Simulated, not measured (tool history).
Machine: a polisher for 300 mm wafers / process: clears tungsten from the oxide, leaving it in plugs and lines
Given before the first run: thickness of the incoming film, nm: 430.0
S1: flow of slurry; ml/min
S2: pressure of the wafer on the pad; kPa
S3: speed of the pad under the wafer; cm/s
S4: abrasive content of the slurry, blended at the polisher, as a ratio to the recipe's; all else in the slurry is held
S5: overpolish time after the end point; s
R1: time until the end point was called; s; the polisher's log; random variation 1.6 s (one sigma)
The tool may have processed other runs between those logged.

{"run": 1, "hour": 0.0, "S1": 155, "S2": 24.8, "S3": 104, "S4": 1, "S5": 8, "R1": 102.14}
{"run": 2, "hour": 8.7, "S1": 150, "S2": 22.1, "S3": 104, "S4": 1, "S5": 8, "R1": 109.26}
{"run": 3, "hour": 16.4, "S1": 150, "S2": 18.6, "S3": 104, "S4": 1, "S5": 8, "R1": 118.76}
{"run": 4, "hour": 25.2, "S1": 150, "S2": 16.5, "S3": 102, "S4": 1, "S5": 8, "R1": 131.65}
{"run": 5, "hour": 27.2, "S1": 150, "S2": 16.5, "S3": 102, "S4": 1, "S5": 8, "R1": 133.11}
{"run": 6, "hour": 28.2, "S1": 150, "S2": 20.7, "S3": 102, "S4": 1, "S5": 8, "R1": 116.93}
{"run": 7, "hour": 31.0, "S1": 150, "S2": 17.9, "S3": 102, "S4": 1, "S5": 8, "R1": 123.59}
{"run": 8, "hour": 38.2, "S1": 150, "S2": 15.9, "S3": 100, "S4": 1, "S5": 8, "R1": 133.05}

The next listed run, before its measurement:
{"run": 9, "hour": 45.1, "S1": 150, "S2": 14.5, "S3": 100, "S4": 1, "S5": 8, "R1": "?"}

R1: 141.47 s
